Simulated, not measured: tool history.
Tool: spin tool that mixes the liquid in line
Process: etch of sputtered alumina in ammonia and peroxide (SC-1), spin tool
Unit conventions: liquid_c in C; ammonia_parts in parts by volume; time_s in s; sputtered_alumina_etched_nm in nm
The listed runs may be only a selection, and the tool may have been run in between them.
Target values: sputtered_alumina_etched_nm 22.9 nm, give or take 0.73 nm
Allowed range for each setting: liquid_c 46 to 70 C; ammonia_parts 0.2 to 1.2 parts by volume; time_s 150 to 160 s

run 1 day=0 | liquid_c=62 ammonia_parts=0.9 time_s=150 | sputtered_alumina_etched_nm=16.781
run 2 day=0.208 | liquid_c=59.5 ammonia_parts=0.9 time_s=150 | sputtered_alumina_etched_nm=14.337
run 3 day=0.442 | liquid_c=59.5 ammonia_parts=1.1 time_s=150 | sputtered_alumina_etched_nm=14.822
run 4 day=0.783 | liquid_c=59.5 ammonia_parts=1.1 time_s=160 | sputtered_alumina_etched_nm=15.883
run 5 day=1.004 | liquid_c=59.5 ammonia_parts=0.9 time_s=160 | sputtered_alumina_etched_nm=15.521
run 6 day=1.354 | liquid_c=59.5 ammonia_parts=0.9 time_s=160 | sputtered_alumina_etched_nm=15.844
run 7 day=1.696 | liquid_c=60.5 ammonia_parts=0.9 time_s=160 | sputtered_alumina_etched_nm=16.647
run 8 day=1.858 | liquid_c=61.5 ammonia_parts=0.9 time_s=160 | sputtered_alumina_etched_nm=17.036
run 9 day=2.029 | liquid_c=62.5 ammonia_parts=0.9 time_s=160 | sputtered_alumina_etched_nm=18.217
run 10 day=2.383 | liquid_c=63.5 ammonia_parts=0.9 time_s=160 | sputtered_alumina_etched_nm=19.029
run 11 day=2.679 | liquid_c=64 ammonia_parts=0.9 time_s=160 | sputtered_alumina_etched_nm=19.65

Next run, 4 choices. One meets every target within its allowed miss, the rest don't. Which?
run A day=2.975 | liquid_c=60.5 ammonia_parts=0.85 time_s=150 | sputtered_alumina_etched_nm=?
run B day=2.975 | liquid_c=62.5 ammonia_parts=1.2 time_s=155 | sputtered_alumina_etched_nm=?
run C day=2.975 | liquid_c=68 ammonia_parts=1.2 time_s=150 | sputtered_alumina_etched_nm=?
run D day=2.975 | liquid_c=68 ammonia_parts=1.1 time_s=160 | sputtered_alumina_etched_nm=?

move=A sputtered_alumina_etched_nm=15.636
move=B sputtered_alumina_etched_nm=18.478
move=C sputtered_alumina_etched_nm=23.48
move=D sputtered_alumina_etched_nm=24.84
A: the biggest miss grows against the last run
B: the biggest miss grows against the last run
C: in spec on every target
D: takes the biggest miss from the last run beyond its target
Move C is the one to make.

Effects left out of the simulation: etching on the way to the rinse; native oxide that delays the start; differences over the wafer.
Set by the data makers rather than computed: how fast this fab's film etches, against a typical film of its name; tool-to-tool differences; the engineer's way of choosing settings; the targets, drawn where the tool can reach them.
